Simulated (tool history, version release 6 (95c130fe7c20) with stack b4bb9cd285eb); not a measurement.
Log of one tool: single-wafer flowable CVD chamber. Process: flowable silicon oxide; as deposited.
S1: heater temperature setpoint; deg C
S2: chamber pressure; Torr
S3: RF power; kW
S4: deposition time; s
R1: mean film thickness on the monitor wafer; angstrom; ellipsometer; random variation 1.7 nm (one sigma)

run	day	S1	S2	S3	S4	R1
1	0	100	0.72	2.245	961	5255.2
2	0.2	100	0.72	1.97	961	5134.1
3	0.45	98	0.72	1.97	961	5526.9
4	0.55	98	0.611	1.97	961	4704.9
5	0.729	98	0.611	1.675	961	4565.6
6	0.829	106	0.611	1.675	961	3352.4
7	0.983	101	0.611	1.675	961	4060.5
8	1.2	97	0.611	1.675	961	4720.2
9	1.342	89	0.611	1.675	961	6353.9

The next listed run, before its measurement:
10	1.571	90	0.611	1.675	961	?

R1: 6101.2 angstrom
